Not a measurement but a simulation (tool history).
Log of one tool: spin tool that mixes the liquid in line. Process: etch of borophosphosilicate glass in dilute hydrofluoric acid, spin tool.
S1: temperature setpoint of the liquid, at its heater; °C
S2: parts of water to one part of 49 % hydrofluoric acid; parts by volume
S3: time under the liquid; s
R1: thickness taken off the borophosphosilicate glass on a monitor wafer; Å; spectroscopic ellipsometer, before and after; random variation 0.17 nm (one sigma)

run	hour	S1	S2	S3	R1
1	0	26	215	50	138.92
2	4.1	23	215	50	125.49
3	6.6	23	215	50	124.97
4	8.7	24.5	200	50	144.43
5	10.1	25.5	185	50	164.55
6	18.6	26.5	175	50	181.74
7	26.7	27.5	165	50	202.97

Forecast run 8:
8	31.3	28.5	155	50	?

Run 8 gave R1 227.96 Å.

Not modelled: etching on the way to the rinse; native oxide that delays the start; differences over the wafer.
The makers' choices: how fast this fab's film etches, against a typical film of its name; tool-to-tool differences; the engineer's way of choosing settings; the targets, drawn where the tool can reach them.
